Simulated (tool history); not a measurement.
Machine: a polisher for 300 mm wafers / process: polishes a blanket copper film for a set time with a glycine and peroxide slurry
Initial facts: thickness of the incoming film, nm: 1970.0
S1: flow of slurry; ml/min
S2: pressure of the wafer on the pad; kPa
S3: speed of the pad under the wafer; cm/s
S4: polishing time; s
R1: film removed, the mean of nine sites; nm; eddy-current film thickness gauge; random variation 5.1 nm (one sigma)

run	hour	S1	S2	S3	S4	R1
1	0.0	310	23.4	84	110	499.14
2	2.4	255	23.4	84	110	487.82
3	5.3	290	23.4	84	110	493.30
4	8.2	290	26.2	84	110	550.17
5	10.8	290	26.2	68	110	456.86
6	12.2	295	27.6	68	110	480.56

Estimate the outcome of run 7 from the log above:
7	16.6	300	29.0	68	110	?

R1: 494.18 nm
